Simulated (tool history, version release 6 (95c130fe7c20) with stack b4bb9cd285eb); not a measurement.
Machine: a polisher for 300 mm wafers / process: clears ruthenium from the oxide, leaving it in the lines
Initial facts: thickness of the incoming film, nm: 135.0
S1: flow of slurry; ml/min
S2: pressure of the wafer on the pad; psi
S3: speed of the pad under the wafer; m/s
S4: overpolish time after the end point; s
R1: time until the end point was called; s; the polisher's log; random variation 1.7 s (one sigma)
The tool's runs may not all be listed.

run 1 hour=0 | S1=195 S2=1.5 S3=1.04 S4=5 | R1=172.05
run 2 hour=4.7 | S1=195 S2=1.5 S3=1.04 S4=4 | R1=167.5
run 3 hour=8.1 | S1=195 S2=1.5 S3=1.04 S4=5 | R1=169.79
run 4 hour=16.4 | S1=195 S2=1.5 S3=1.04 S4=4 | R1=168.03
run 5 hour=17 | S1=190 S2=1.4 S3=1.04 S4=4 | R1=181.95
run 6 hour=24.5 | S1=155 S2=1.4 S3=1.04 S4=4 | R1=188.18

Run 7 is up next; what results do you expect?
run 7 hour=32.6 | S1=155 S2=1.4 S3=1.04 S4=4 | R1=?

{"run 7": {"R1": 186.56}}
